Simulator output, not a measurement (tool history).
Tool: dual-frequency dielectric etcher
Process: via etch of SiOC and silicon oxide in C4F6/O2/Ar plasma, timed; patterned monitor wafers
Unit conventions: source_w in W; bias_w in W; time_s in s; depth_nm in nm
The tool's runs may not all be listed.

run  hour  source_w  bias_w  time_s  depth_nm
  1   0.0       290     220    62.5    71.000
  2   2.7       290     220    62.5    71.391
  3   6.0       290     220    62.5    71.123
  4   6.7       290     258    62.5    74.471
  5  14.2       300     260    62.5    75.643
  6  19.6       280     260    62.5    74.251
  7  22.5       290     263    62.5    75.505
  8  25.8       300     264    62.5    76.321

Forecast run 9:
  9  29.2       300     265    62.5         ?

{"run 9": {"depth_nm": 75.188}}
